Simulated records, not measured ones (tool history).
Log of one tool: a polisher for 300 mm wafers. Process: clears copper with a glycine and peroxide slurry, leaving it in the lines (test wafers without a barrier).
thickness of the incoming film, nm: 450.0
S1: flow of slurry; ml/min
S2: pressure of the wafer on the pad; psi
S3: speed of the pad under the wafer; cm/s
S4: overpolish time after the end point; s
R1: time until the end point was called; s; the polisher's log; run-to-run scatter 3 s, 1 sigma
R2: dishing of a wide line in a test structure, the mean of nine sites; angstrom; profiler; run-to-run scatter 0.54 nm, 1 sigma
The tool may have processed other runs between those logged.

run,hour,S1,S2,S3,S4,R1,R2
1,0.0,170,2.8,80,16,110.77,482.27
2,2.0,170,2.6,80,16,111.72,478.52
3,11.0,170,2.6,80,23,111.22,623.39
4,13.3,190,2.6,80,23,108.33,660.31
5,22.0,190,2.6,80,16,110.26,480.98
6,30.6,185,2.4,78,16,117.36,464.72
7,35.7,180,2.3,76,16,121.74,438.09

Run 8 is up next; what results do you expect?
8,43.5,175,1.5,68,19,?,?

R1: 166.15 s
R2: 406.18 angstrom
